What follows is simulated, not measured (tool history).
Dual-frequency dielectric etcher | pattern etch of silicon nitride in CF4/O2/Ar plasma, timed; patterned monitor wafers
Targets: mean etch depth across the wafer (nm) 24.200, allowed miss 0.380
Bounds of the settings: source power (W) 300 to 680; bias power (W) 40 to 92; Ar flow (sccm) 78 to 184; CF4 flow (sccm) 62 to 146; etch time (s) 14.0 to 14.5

run	hour	source power (W)	bias power (W)	Ar flow (sccm)	CF4 flow (sccm)	etch time (s)	mean etch depth across the wafer (nm)
1	0.0	490	66	131	104	14.0	28.551
2	8.1	490	66	131	104	14.5	29.279
3	9.0	490	56	131	104	14.5	27.900
4	10.1	480	56	131	104	14.5	27.687
5	13.0	480	56	131	104	14.5	27.441
6	14.1	480	56	122	104	14.5	27.634
7	20.6	470	56	122	104	14.5	27.234
8	26.5	460	56	122	104	14.5	26.991
9	28.2	450	56	122	104	14.5	26.731
10	32.2	440	56	122	104	14.5	26.476
11	39.2	430	56	122	104	14.5	26.187
# hour 47.7: source power generator calibrated
12	47.7	420	56	122	104	14.5	26.089
13	48.6	410	56	122	104	14.5	25.754
14	51.5	400	56	122	104	14.5	25.533
15	58.6	390	56	122	104	14.5	25.361
16	63.1	380	56	122	104	14.5	24.658

Which of these 4 next moves meets every target?
A	67.6	400	55	134	106	14.0	?
B	67.6	360	54	126	105	14.0	?
C	67.6	380	56	121	106	14.5	?
D	67.6	420	58	95	80	14.0	?

move	mean etch depth across the wafer (nm)
A	24.237
B	22.974
C	24.835
D	25.048
A: meets every target
B: takes the result that was furthest off past its target
C: further off than the last run
D: further off than the last run
Move A is the one to make.
